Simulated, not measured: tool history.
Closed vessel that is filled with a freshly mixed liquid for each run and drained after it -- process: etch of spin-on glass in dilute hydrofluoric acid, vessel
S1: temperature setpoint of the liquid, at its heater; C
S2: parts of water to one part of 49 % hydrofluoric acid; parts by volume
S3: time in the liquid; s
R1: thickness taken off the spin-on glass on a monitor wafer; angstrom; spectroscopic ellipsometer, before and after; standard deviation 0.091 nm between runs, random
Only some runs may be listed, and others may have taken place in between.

run  hour    S1   S2  S3      R1
  1     0    23  220  30  49.149
  2   5.3    23  220  30  49.765
  3   9.4    23  280  30   35.97
  4  10.4  25.5  215  30  55.085
  5  11.4  25.5  215  30  55.888
  6  18.3  25.5  215  30   54.98
  7    27    27  165  30   81.26

Run 8 comes next. What will it give?
  8  33.5  28  145  30   ?

Run 8 came out at R1 97.586 angstrom.

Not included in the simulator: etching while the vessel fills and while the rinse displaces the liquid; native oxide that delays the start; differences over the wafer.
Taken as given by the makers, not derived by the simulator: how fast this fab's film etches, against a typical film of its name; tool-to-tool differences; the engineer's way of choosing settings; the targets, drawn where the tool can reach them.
